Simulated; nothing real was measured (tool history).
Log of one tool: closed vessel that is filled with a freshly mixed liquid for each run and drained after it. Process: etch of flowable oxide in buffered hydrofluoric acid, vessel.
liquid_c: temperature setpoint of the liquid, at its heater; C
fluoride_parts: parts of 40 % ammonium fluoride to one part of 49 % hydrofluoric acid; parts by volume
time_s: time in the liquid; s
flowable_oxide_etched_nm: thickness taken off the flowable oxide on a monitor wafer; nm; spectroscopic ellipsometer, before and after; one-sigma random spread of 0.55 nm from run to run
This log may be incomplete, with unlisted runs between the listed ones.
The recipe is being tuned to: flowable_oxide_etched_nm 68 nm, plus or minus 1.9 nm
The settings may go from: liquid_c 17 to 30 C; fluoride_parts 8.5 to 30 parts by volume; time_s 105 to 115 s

run  hour  liquid_c  fluoride_parts  time_s  flowable_oxide_etched_nm
  1     0        22              23     105                    98.189
  2     3      20.5              24     105                    86.627
  3     8      20.5              27     105                    79.162
  4  15.4        24              27     105                    98.464
  5  21.5      22.5              27     105                    89.441
  6  28.3      22.5              27     105                    89.253
  7  30.4      21.5              27     105                    84.343
     32.5  -- hydrofluoric acid flow meter replaced
  8  32.5      17.5            27.5     105                    62.397
  9  34.4        18            27.5     105                     64.78

4 candidate next runs follow, results not yet known. Just one meets every target within its allowed miss. Identify it.
  A  36.3        17              25     105                         ?
  B  36.3        17              30     115                         ?
  C  36.3      17.5            27.5     115                         ?
  D  36.3      17.5              30     115                         ?

move  flowable_oxide_etched_nm
   A                    65.187
   B                    62.918
   C                    68.774
   D                    64.748
A: moves toward the targets from the last run without getting all of them in spec
B: its largest miss is bigger than the last run's
C: every result lands within tolerance
D: about as far from the targets as the last run
Go with C: it meets all targets.
